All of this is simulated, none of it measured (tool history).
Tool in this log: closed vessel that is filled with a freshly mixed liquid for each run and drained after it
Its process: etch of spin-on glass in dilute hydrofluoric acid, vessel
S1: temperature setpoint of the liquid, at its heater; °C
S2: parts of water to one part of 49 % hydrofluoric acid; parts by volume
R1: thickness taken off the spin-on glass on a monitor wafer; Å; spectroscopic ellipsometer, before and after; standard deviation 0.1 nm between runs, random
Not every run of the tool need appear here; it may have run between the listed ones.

run 1 day=0 | S1=21 S2=90 time_in_the_liquid_(s)=30 | R1=69.858
run 2 day=0.267 | S1=21 S2=70 time_in_the_liquid_(s)=30 | R1=93.141
run 3 day=0.575 | S1=17.5 S2=70 time_in_the_liquid_(s)=30 | R1=80.82
run 4 day=0.883 | S1=18.5 S2=70 time_in_the_liquid_(s)=30 | R1=85.124
run 5 day=1.088 | S1=17 S2=70 time_in_the_liquid_(s)=30 | R1=78.358
run 6 day=1.25 | S1=17 S2=70 time_in_the_liquid_(s)=30 | R1=78.511
run 7 day=1.346 | S1=18 S2=70 time_in_the_liquid_(s)=30 | R1=82.146
run 8 day=1.6 | S1=19 S2=70 time_in_the_liquid_(s)=30 | R1=85.95
run 9 day=1.833 | S1=19.5 S2=70 time_in_the_liquid_(s)=30 | R1=86.244
run 10 day=2.171 | S1=20.5 S2=70 time_in_the_liquid_(s)=30 | R1=92.365

What does the tool deliver on the next run?
run 11 day=2.25 | S1=21 S2=70 time_in_the_liquid_(s)=30 | R1=?

{"run 11": {"R1": 92.45}}

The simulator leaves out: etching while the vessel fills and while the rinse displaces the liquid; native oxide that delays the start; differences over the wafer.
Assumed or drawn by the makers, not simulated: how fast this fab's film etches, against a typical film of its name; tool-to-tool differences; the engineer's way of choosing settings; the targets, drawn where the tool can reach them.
